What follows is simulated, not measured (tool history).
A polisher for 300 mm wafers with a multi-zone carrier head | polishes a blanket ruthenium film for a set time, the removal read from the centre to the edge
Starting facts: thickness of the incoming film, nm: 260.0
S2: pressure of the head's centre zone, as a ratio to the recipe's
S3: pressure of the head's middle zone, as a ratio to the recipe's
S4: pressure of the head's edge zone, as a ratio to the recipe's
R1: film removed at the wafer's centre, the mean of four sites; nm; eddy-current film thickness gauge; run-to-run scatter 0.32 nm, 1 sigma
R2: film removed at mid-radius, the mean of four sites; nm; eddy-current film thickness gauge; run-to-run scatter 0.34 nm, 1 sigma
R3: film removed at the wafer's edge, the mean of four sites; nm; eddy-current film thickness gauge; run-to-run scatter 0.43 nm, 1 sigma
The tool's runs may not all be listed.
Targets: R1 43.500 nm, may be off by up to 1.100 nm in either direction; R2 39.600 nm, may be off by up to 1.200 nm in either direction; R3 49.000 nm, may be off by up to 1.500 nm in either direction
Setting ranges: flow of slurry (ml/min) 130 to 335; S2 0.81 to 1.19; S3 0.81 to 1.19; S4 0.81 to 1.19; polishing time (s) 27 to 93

Run 1, hour 0.0: flow of slurry (ml/min) 215, S2 1.00, S3 1.00, S4 1.00, polishing time (s) 59. Result: R1 71.293 nm, R2 73.424 nm, R3 73.673 nm.
Run 2, hour 5.0: flow of slurry (ml/min) 215, S2 1.00, S3 1.00, S4 1.00, polishing time (s) 53. Result: R1 64.154 nm, R2 65.900 nm, R3 66.507 nm.
Run 3, hour 12.1: flow of slurry (ml/min) 200, S2 0.99, S3 0.95, S4 1.00, polishing time (s) 49. Result: R1 58.900 nm, R2 57.619 nm, R3 60.856 nm.
Run 4, hour 13.4: flow of slurry (ml/min) 200, S2 0.99, S3 0.95, S4 0.94, polishing time (s) 49. Result: R1 59.263 nm, R2 57.144 nm, R3 58.471 nm.
Run 5, hour 14.7: flow of slurry (ml/min) 185, S2 0.97, S3 0.91, S4 0.96, polishing time (s) 46. Result: R1 53.479 nm, R2 50.901 nm, R3 55.595 nm.
Run 6, hour 16.6: flow of slurry (ml/min) 185, S2 1.05, S3 0.91, S4 0.96, polishing time (s) 46. Result: R1 58.453 nm, R2 50.696 nm, R3 55.358 nm.
Run 7, hour 24.2: flow of slurry (ml/min) 175, S2 1.02, S3 0.88, S4 0.97, polishing time (s) 44. Result: R1 53.651 nm, R2 46.463 nm, R3 53.177 nm.
Run 8, hour 25.8: flow of slurry (ml/min) 140, S2 0.92, S3 0.81, S4 0.94, polishing time (s) 41. Result: R1 42.136 nm, R2 39.264 nm, R3 46.766 nm.

Exercise: of the 4 proposed moves below, exactly one satisfies all targets within the stated allowed misses. Which move is it?
Run A, hour 27.4: flow of slurry (ml/min) 130, S2 0.93, S3 0.81, S4 0.96, polishing time (s) 43. Result: R1 ?, R2 ?, R3 ?.
Run B, hour 27.4: flow of slurry (ml/min) 130, S2 0.98, S3 0.81, S4 0.99, polishing time (s) 43. Result: R1 ?, R2 ?, R3 ?.
Run C, hour 27.4: flow of slurry (ml/min) 130, S2 0.97, S3 0.81, S4 0.96, polishing time (s) 39. Result: R1 ?, R2 ?, R3 ?.
Run D, hour 27.4: flow of slurry (ml/min) 130, S2 0.85, S3 0.83, S4 1.11, polishing time (s) 44. Result: R1 ?, R2 ?, R3 ?.

move      R1      R2      R3
   A  43.742  39.499  48.819
   B  46.113  39.487  49.541
   C  41.393  35.817  44.278
   D  40.883  41.238  53.629
A: each result inside its tolerance
B: the worst result of the last run now meets its target, but another is out of spec
C: misses by more than the last run did
D: moves the result that the last run missed by most past its target, out the other side
A is the move that brings every result within its allowed miss.
